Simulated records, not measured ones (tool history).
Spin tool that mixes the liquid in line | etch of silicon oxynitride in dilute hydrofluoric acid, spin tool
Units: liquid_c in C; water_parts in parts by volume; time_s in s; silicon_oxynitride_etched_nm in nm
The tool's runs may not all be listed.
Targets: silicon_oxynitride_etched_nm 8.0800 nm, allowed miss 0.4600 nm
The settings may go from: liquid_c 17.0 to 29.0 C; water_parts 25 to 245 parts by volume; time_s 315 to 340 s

run	hour	liquid_c	water_parts	time_s	silicon_oxynitride_etched_nm
1	0.0	21.0	135	315	4.4472
2	7.0	21.0	185	315	3.0350
3	8.1	22.0	170	315	3.6517
4	16.7	20.5	170	315	3.3885
# hour 22.9: thermometer replaced
5	22.9	20.5	190	315	2.6466
6	27.4	20.5	190	315	2.7143
7	35.8	22.0	180	315	3.0385
8	39.1	22.0	160	315	3.5123
9	40.1	22.0	140	315	4.0756
10	44.5	22.0	125	315	4.4193
11	46.0	22.0	110	315	5.3108
12	50.2	22.5	100	315	5.8069
13	52.4	23.0	95	315	6.3449
14	57.0	23.5	95	315	6.6322
15	59.2	23.5	95	315	6.4885

Which of these 4 next moves meets every target?
A	61.4	24.0	110	315	?
B	61.4	23.5	130	315	?
C	61.4	26.0	125	340	?
D	61.4	22.5	80	340	?

move	silicon_oxynitride_etched_nm
A	5.8289
B	4.7407
C	5.9973
D	8.2528
A: further off than the last run
B: further off than the last run
C: further off than the last run
D: meets every target
The right move is D.
